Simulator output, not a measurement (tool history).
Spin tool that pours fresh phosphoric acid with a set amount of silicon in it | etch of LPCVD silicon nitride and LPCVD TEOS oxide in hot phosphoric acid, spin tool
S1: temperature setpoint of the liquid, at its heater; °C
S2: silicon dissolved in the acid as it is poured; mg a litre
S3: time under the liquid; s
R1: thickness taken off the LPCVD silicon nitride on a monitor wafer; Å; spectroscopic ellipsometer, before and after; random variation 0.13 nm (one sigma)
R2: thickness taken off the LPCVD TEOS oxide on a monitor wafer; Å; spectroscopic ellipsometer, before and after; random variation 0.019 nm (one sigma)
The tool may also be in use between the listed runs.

run    day     S1    S2   S3      R1      R2
  1      0    163  21.5  180  200.28  6.0418
  2  0.179  163.5    29  185  206.68  5.0789
  3  0.462    164  34.5  190  216.71  4.3496
  4  0.488    164    25  190  216.95  6.3064
  5  0.592    164  14.5  190  217.44  7.7294
  6  0.829    164  14.5  120  137.33  5.2776
  7  1.104  164.5    24  145  168.02  5.2643

Run 8 comes next. What will it give?
  8  1.438  164.5  31  160   ?   ?

Run 8 gave R1 186.71 Å, R2 4.4125 Å.
